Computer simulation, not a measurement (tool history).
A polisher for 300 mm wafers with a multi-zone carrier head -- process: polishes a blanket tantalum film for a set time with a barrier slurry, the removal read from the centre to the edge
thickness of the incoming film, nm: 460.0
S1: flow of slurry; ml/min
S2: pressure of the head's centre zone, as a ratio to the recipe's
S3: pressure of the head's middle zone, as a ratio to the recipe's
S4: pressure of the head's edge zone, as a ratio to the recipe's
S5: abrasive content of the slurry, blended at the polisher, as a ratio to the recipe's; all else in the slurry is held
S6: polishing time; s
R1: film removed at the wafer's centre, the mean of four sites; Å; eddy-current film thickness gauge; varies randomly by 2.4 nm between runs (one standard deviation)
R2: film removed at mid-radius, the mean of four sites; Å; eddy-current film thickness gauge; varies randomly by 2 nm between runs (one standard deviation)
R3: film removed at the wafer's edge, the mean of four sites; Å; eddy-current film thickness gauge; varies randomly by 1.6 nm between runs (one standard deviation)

run	hour	S1	S2	S3	S4	S5	S6	R1	R2	R3
1	0	305	1	1	1	1	72	1014.6	1025	1018.6
2	2.6	305	0.94	1	1	1	72	920.77	1023.6	1041.1
3	5	305	0.94	1	1	1.2	72	993.15	1101.8	1106.7
4	5.6	305	0.96	1.01	1.01	1.25	74	1074.5	1139.7	1151.7
5	7.4	305	0.97	1.02	1.02	1.3	76	1115.7	1213.6	1189.5
6	13.4	305	0.97	1.02	1.02	1.2	76	1098.4	1160.1	1161.6
7	15.8	325	1.07	1.06	1.09	1.45	89	1500	1496.1	1496.2
8	21	325	1.08	1.06	1.09	1.45	89	1502.5	1518.9	1484.8
9	23.1	325	1.09	1.06	1.09	1.45	89	1514.6	1491.7	1472.8
10	28.3	325	1.1	1.06	1.09	1.45	89	1556.5	1482.2	1500.5

Predict the results of run 11:
11	37	325	1.11	1.07	1.09	1.45	89	?	?	?

{"run 11": {"R1": 1540.1, "R2": 1524.4, "R3": 1516.5}}

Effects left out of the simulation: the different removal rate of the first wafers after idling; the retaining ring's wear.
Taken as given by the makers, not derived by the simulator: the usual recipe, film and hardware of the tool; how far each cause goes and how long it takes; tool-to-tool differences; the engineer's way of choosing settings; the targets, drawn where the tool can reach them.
